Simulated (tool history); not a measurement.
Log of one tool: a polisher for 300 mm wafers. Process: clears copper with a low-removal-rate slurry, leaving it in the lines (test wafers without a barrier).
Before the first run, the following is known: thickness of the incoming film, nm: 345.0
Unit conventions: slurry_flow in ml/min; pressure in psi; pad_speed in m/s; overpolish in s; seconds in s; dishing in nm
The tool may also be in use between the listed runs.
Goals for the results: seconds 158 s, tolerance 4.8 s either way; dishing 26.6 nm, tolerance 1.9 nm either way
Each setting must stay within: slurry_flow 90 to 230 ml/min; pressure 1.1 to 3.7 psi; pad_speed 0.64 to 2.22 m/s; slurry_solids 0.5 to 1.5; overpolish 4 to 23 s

run,day,slurry_flow,pressure,pad_speed,slurry_solids,overpolish,seconds,dishing
1,0,150,2.4,1.42,1,12,118.86,24.85
2,0.183,120,2.4,1.42,1,12,124.58,23.016
3,0.375,120,2.4,1.42,1,16,124.55,30.013
4,0.579,120,2.4,1.42,1,19,125.8,33.708
5,0.733,120,2.3,1.42,1,19,128.11,32.353
6,0.771,115,2.2,1.42,1,19,136.15,30.891
7,1.146,115,2.1,1.42,1,19,141.89,32.103
8,1.171,110,2,1.4,1,17,149.48,28.147

Which of these 4 next moves meets every target?
A,1.196,120,2.5,1.02,1.1,13,?,?
B,1.196,125,1.6,1.58,1.15,18,?,?
C,1.196,95,2,1.46,1.15,21,?,?
D,1.196,110,1.8,1.44,1.05,14,?,?

move,seconds,dishing
A,148.18,21.048
B,156.87,25.532
C,146.88,30.717
D,159.58,20.709
A: moves away from the targets compared with the last run
B: all results in spec
C: moves away from the targets compared with the last run
D: the furthest-off result lands on target, but another misses its tolerance
Answer: B

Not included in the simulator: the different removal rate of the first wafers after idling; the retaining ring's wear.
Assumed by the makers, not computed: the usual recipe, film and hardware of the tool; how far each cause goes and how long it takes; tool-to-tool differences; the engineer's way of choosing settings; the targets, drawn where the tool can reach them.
